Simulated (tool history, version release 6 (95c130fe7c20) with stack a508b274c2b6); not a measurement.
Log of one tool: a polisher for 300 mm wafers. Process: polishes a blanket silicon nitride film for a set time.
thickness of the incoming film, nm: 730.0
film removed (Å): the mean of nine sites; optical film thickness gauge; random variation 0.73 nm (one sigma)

run    day  flow of slurry (ml/min)  pressure of the wafer on the pad (kPa)  speed of the pad under the wafer (cm/s)  polishing time (s)  film removed (Å)
  1      0                      185                                    23.4                                       88                  22             349.9
  2  0.358                      185                                    23.4                                       76                  22             305.2
  3  0.675                      185                                    26.9                                       78                  22            353.62
  4  0.962                      185                                    29.6                                       80                  22            400.33
  5  1.167                      185                                      31                                       80                  22            396.97
  6  1.467                      185                                    32.4                                       82                  22            427.64

The next listed run, before its measurement:
  7  1.788                      185                                    33.8                                       84                  22                 ?

{"run 7": {"film removed (Å)": 462.58}}

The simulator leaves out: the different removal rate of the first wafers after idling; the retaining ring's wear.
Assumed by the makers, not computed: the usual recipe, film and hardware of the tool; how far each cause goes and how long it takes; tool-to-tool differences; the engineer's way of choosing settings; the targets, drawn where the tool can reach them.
